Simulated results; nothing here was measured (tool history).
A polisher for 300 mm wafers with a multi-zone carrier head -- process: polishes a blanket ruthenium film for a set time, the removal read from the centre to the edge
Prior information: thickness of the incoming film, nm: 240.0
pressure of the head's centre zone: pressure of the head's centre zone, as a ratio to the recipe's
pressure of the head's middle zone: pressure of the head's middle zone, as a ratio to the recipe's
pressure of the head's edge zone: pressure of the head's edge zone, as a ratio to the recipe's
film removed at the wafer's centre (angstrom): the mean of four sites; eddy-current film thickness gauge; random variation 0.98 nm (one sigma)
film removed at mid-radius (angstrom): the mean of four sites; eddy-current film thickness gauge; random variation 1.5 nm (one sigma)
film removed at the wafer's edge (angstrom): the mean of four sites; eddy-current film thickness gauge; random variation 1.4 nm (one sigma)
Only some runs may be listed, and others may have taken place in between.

| run | hour | flow of slurry (ml/min) | pressure of the head's centre zone | pressure of the head's middle zone | pressure of the head's edge zone | polishing time (s) | film removed at the wafer's centre (angstrom) | film removed at mid-radius (angstrom) | film removed at the wafer's edge (angstrom) |
|---|---|---|---|---|---|---|---|---|---|
| 1 | 0 | 285 | 1 | 1 | 1 | 60 | 1022.1 | 995.85 | 1007.4 |
| 2 | 2.8 | 345 | 1 | 1 | 1 | 60 | 1042.9 | 1003.3 | 1023.5 |
| 3 | 6 | 345 | 1 | 1 | 0.92 | 60 | 1036.4 | 987.08 | 986.34 |
| 4 | 8.9 | 345 | 1.01 | 1.02 | 0.93 | 61 | 1070.5 | 1008.8 | 1018.3 |
| 5 | 15.5 | 325 | 1.02 | 1.04 | 0.92 | 63 | 1112.1 | 1063.7 | 1013.1 |
| 6 | 19.5 | 325 | 1.03 | 1.05 | 0.94 | 64 | 1132.1 | 1126.5 | 1048.6 |
| 7 | 25.6 | 365 | 1.13 | 1.11 | 1.04 | 67 | 1320 | 1233.9 | 1177.6 |
| 8 | 32.5 | 365 | 1.13 | 1.12 | 1.04 | 67 | 1320.7 | 1237.1 | 1153 |
| 9 | 37.2 | 365 | 1.13 | 1.13 | 1.04 | 67 | 1322.7 | 1236.9 | 1170.4 |
| 10 | 38.6 | 365 | 1.13 | 1.14 | 1.03 | 67 | 1310.3 | 1251.8 | 1186.1 |
| 11 | 46 | 365 | 1.13 | 1.14 | 1.03 | 67 | 1325.2 | 1244.2 | 1136.4 |
| 12 | 47.1 | 365 | 1.13 | 1.15 | 1.03 | 67 | 1321.4 | 1271.9 | 1173 |

What does the tool deliver on the next run?
| 13 | 54.7 | 365 | 1.13 | 1.15 | 1.02 | 67 | ? | ? | ? |

For run 13 the tool returned film removed at the wafer's centre (angstrom) 1332.7, film removed at mid-radius (angstrom) 1251.5, film removed at the wafer's edge (angstrom) 1151.3.
